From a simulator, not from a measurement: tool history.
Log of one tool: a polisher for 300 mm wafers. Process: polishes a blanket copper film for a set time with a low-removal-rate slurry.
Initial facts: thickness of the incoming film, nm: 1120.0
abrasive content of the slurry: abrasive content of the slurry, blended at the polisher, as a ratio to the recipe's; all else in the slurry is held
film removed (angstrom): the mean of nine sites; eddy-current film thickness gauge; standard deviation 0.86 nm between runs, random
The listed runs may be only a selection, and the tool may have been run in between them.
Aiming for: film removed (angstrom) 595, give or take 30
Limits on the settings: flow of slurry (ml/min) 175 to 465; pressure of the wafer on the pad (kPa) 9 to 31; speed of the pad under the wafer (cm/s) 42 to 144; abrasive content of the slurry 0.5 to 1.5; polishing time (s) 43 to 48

run  hour  flow of slurry (ml/min)  pressure of the wafer on the pad (kPa)  speed of the pad under the wafer (cm/s)  abrasive content of the slurry  polishing time (s)  film removed (angstrom)
  1     0                      295                                      20                                       92                               1                  48                   1232.2
  2   2.7                      295                                    23.4                                       92                               1                  48                   1392.3
  3  10.4                      330                                    23.4                                       92                               1                  48                   1394.1
  4    18                      330                                    23.4                                       92                               1                  48                   1400.6
  5  21.1                      330                                    27.6                                       92                               1                  48                   1629.1
  6    29                      330                                    25.5                                       88                               1                  48                   1417.5
  7  35.9                      330                                    24.1                                       84                               1                  48                   1337.7
  8    38                      330                                    22.8                                       80                               1                  48                   1224.6
  9  44.9                      330                                    21.4                                       76                               1                  48                   1109.1

Which one of the following 4 next-run settings gets every result inside its allowed miss? There is exactly one.
  A  51.8                      255                                    26.2                                       86                            0.95                  48                        ?
  B  51.8                      370                                    23.4                                       42                             0.9                  43                        ?
  C  51.8                      335                                      29                                      126                             1.1                  48                        ?
  D  51.8                      340                                    16.5                                       42                               1                  43                        ?

move  film removed (angstrom)
   A                     1348
   B                   580.04
   C                   2212.1
   D                   478.36
A: moves away from the targets compared with the last run
B: in spec on every target
C: moves away from the targets compared with the last run
D: pushes the last run's worst result past its target
Answer: B

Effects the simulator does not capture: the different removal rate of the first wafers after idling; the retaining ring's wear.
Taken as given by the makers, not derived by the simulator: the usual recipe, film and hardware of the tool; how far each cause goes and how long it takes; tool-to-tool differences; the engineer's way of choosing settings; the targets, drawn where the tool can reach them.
